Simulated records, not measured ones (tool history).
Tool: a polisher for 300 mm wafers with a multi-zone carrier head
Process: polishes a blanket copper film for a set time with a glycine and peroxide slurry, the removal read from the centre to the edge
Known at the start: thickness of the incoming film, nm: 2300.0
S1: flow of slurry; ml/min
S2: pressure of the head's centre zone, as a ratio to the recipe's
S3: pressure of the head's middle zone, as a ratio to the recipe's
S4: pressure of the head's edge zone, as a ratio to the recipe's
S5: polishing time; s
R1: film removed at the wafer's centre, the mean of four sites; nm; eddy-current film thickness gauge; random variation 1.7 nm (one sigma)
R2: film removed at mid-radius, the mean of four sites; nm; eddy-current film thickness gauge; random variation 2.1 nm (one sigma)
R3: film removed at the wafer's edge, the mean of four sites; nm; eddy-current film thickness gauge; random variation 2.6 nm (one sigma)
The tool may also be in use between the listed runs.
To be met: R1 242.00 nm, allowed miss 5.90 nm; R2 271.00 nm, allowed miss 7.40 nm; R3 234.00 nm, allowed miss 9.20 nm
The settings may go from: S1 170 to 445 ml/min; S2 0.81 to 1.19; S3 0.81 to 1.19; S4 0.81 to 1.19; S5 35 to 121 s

| run | hour | S1 | S2 | S3 | S4 | S5 | R1 | R2 | R3 |
|---|---|---|---|---|---|---|---|---|---|
| 1 | 0.0 | 285 | 1.00 | 1.00 | 1.00 | 78 | 317.49 | 291.37 | 289.12 |
| 2 | 3.5 | 285 | 1.00 | 1.00 | 1.00 | 95 | 387.06 | 349.93 | 352.50 |
| 3 | 7.7 | 285 | 0.97 | 1.01 | 0.97 | 90 | 352.48 | 337.98 | 329.35 |
| 4 | 8.7 | 285 | 0.95 | 1.01 | 0.94 | 85 | 329.49 | 318.53 | 302.83 |
| 5 | 14.6 | 355 | 0.95 | 1.01 | 0.94 | 85 | 335.69 | 319.92 | 312.22 |
| 6 | 19.8 | 355 | 0.95 | 1.01 | 0.94 | 74 | 288.61 | 282.90 | 265.99 |
| 7 | 28.3 | 350 | 0.93 | 1.01 | 0.92 | 73 | 279.50 | 275.19 | 268.90 |
| 8 | 31.8 | 345 | 0.92 | 1.03 | 0.90 | 71 | 267.01 | 272.29 | 256.49 |
| 9 | 40.0 | 340 | 0.91 | 1.04 | 0.88 | 70 | 264.46 | 269.93 | 244.35 |
| 10 | 44.8 | 285 | 0.82 | 1.08 | 0.88 | 70 | 233.67 | 278.32 | 242.57 |
| 11 | 52.5 | 285 | 0.83 | 1.08 | 0.87 | 70 | 236.53 | 275.24 | 243.07 |

Which of these 5 next moves meets every target?
| A | 60.2 | 220 | 0.92 | 1.14 | 0.91 | 66 | ? | ? | ? |
| B | 60.2 | 275 | 0.83 | 1.05 | 0.92 | 72 | ? | ? | ? |
| C | 60.2 | 270 | 0.85 | 1.11 | 0.84 | 66 | ? | ? | ? |
| D | 60.2 | 280 | 0.82 | 1.08 | 0.89 | 69 | ? | ? | ? |
| E | 60.2 | 290 | 0.81 | 1.00 | 0.86 | 74 | ? | ? | ? |

| move | R1 | R2 | R3 |
|---|---|---|---|
| A | 242.04 | 269.40 | 233.69 |
| B | 243.02 | 277.92 | 259.26 |
| C | 227.67 | 266.84 | 227.66 |
| D | 230.57 | 273.14 | 244.81 |
| E | 244.87 | 275.02 | 259.19 |
A: meets every target
B: further off than the last run
C: brings the result that was furthest off to its target, and leaves another outside
D: further off than the last run
E: further off than the last run
The right move is A.

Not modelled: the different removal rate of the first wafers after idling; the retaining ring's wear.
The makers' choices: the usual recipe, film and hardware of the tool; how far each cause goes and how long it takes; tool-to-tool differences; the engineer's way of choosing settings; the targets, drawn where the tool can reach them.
